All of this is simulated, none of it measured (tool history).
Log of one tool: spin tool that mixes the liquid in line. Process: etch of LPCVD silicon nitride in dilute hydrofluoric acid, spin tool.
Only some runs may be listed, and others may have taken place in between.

run  hour  temperature setpoint of the liquid (C)  parts of water to one part of 49 % hydrofluoric acid (parts by volume)  time under the liquid (s)  thickness taken off the LPCVD silicon nitride on a monitor wafer (nm)
  1     0                                      21                                                                      65                        100                                                                0.67879
  2   5.9                                      21                                                                      45                        100                                                                0.88934
  3  10.7                                      21                                                                      45                        100                                                                 0.8892
  4  12.9                                      21                                                                      45                        100                                                                0.91928
  5  14.8                                      21                                                                      45                         80                                                                 0.7056
  6  16.6                                    23.5                                                                      45                         80                                                                0.89841

What will run 7 give?
  7  19.8                                      24                                                                      45                         80                                                                      ?

Logged for run 7: thickness taken off the LPCVD silicon nitride on a monitor wafer (nm) 0.98508.
